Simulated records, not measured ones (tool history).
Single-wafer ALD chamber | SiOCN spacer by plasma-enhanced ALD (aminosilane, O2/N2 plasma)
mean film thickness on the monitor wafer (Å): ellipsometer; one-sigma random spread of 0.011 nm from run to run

| run | hour | heater temperature setpoint (°C) | number of ALD cycles (cycles) | mean film thickness on the monitor wafer (Å) |
|---|---|---|---|---|
| 1 | 0.0 | 395 | 51 | 33.493 |
| 2 | 8.1 | 399 | 51 | 33.727 |
| 3 | 9.5 | 389 | 51 | 33.378 |
| 4 | 12.2 | 399 | 51 | 33.554 |
| 5 | 12.9 | 406 | 51 | 32.877 |
| 6 | 17.5 | 413 | 51 | 32.573 |
| 7 | 20.0 | 409 | 53 | 34.183 |
| 8 | 22.2 | 409 | 53 | 34.088 |

The next listed run, before its measurement:
| 9 | 25.3 | 406 | 55 | ? |

Logged for run 9: mean film thickness on the monitor wafer (Å) 35.609.
